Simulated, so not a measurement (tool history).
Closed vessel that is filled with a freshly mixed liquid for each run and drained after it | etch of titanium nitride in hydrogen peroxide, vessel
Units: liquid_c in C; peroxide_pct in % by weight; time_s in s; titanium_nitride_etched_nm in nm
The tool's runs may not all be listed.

run,day,liquid_c,peroxide_pct,time_s,titanium_nitride_etched_nm
1,0.000,55,20.0,220,13.3850
2,0.342,55,20.0,220,13.4720
3,0.408,55,18.5,220,13.1520
4,0.579,55,21.0,220,13.5700
5,0.608,55,18.0,220,13.0850
6,0.942,51,18.0,220,9.8538

Predict the results of run 7:
7,1.058,48,18.0,220,?

{"run 7": {"titanium_nitride_etched_nm": 7.8644}}

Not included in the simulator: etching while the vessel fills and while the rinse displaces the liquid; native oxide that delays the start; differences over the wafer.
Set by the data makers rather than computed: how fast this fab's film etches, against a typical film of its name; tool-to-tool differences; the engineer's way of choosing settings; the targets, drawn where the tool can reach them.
